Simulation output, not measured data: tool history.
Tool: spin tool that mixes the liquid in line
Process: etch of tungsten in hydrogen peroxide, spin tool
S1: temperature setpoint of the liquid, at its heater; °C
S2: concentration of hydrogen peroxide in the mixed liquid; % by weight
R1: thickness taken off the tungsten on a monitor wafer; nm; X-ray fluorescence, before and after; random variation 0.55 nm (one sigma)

Run 1, hour 0.0: S1 42.0 °C, S2 15.5 % by weight, time under the liquid (s) 150. Result: R1 82.646 nm.
Run 2, hour 3.3: S1 39.5 °C, S2 15.5 % by weight, time under the liquid (s) 150. Result: R1 70.485 nm.
Run 3, hour 8.3: S1 41.0 °C, S2 15.5 % by weight, time under the liquid (s) 150. Result: R1 77.987 nm.
Run 4, hour 15.5: S1 41.0 °C, S2 15.5 % by weight, time under the liquid (s) 150. Result: R1 77.279 nm.
Run 5, hour 20.2: S1 42.5 °C, S2 15.5 % by weight, time under the liquid (s) 150. Result: R1 84.557 nm.
Run 6, hour 24.9: S1 36.5 °C, S2 15.5 % by weight, time under the liquid (s) 150. Result: R1 57.049 nm.

Run 7 comes next. What will it give?
Run 7, hour 32.7: S1 38.5 °C, S2 15.5 % by weight, time under the liquid (s) 150. Result: R1 ?.

R1: 65.279 nm

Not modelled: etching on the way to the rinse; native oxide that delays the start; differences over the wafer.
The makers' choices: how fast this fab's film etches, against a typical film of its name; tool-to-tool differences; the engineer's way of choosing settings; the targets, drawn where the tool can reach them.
